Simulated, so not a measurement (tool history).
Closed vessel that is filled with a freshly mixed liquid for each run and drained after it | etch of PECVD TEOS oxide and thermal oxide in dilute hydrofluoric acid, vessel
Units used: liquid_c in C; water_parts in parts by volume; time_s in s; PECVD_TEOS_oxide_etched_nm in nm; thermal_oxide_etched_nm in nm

Run 1, hour 0: liquid_c 25 C, water_parts 130 parts by volume, time_s 220 s. Result: PECVD_TEOS_oxide_etched_nm 28.022 nm, thermal_oxide_etched_nm 8.3195 nm.
Run 2, hour 4.2: liquid_c 25 C, water_parts 165 parts by volume, time_s 220 s. Result: PECVD_TEOS_oxide_etched_nm 21.116 nm, thermal_oxide_etched_nm 6.333 nm.
Run 3, hour 7.8: liquid_c 23.5 C, water_parts 165 parts by volume, time_s 220 s. Result: PECVD_TEOS_oxide_etched_nm 20.014 nm, thermal_oxide_etched_nm 5.9976 nm.
Run 4, hour 13.6: liquid_c 22.5 C, water_parts 165 parts by volume, time_s 220 s. Result: PECVD_TEOS_oxide_etched_nm 19.202 nm, thermal_oxide_etched_nm 5.7345 nm.
Run 5, hour 18.7: liquid_c 19 C, water_parts 165 parts by volume, time_s 220 s. Result: PECVD_TEOS_oxide_etched_nm 16.653 nm, thermal_oxide_etched_nm 5.0288 nm.
Run 6, hour 20.3: liquid_c 19 C, water_parts 165 parts by volume, time_s 155 s. Result: PECVD_TEOS_oxide_etched_nm 11.766 nm, thermal_oxide_etched_nm 3.5439 nm.
Run 7, hour 25.9: liquid_c 23 C, water_parts 165 parts by volume, time_s 155 s. Result: PECVD_TEOS_oxide_etched_nm 13.756 nm, thermal_oxide_etched_nm 4.1993 nm.
Run 8, hour 33.3: liquid_c 23.5 C, water_parts 165 parts by volume, time_s 155 s. Result: PECVD_TEOS_oxide_etched_nm 14.104 nm, thermal_oxide_etched_nm 4.1911 nm.
Run 9, hour 37.4: liquid_c 24 C, water_parts 165 parts by volume, time_s 155 s. Result: PECVD_TEOS_oxide_etched_nm 14.26 nm, thermal_oxide_etched_nm 4.335 nm.

Run 10 is up next; what results do you expect?
Run 10, hour 44.6: liquid_c 24 C, water_parts 165 parts by volume, time_s 155 s. Result: PECVD_TEOS_oxide_etched_nm ?, thermal_oxide_etched_nm ?.

Run 10 came out at PECVD_TEOS_oxide_etched_nm 14.191 nm, thermal_oxide_etched_nm 4.2971 nm.

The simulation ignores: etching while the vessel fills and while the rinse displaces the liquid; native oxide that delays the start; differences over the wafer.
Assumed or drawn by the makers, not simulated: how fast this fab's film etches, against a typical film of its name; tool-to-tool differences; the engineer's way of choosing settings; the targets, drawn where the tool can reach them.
